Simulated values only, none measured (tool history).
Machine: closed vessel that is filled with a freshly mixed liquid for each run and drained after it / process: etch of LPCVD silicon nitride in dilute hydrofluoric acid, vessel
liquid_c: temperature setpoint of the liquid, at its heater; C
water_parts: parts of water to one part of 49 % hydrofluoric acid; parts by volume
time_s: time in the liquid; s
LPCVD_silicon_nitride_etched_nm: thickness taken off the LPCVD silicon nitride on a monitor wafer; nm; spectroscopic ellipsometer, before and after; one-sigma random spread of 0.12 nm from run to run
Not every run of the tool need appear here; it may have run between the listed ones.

run  hour  liquid_c  water_parts  time_s  LPCVD_silicon_nitride_etched_nm
  1     0        22          170    2680                           7.7287
  2   3.8        22          225    2680                           5.8293
  3    11        23          210    2680                           6.6538
  4  16.7        20          210    2680                           5.4882
  5  22.8        20          185    2680                            6.247
  6  29.4        20          145    2680                            7.785

For run 7, what comes out?
  7  36.6      21.5          140    2680                                ?

{"run 7": {"LPCVD_silicon_nitride_etched_nm": 9.0221}}
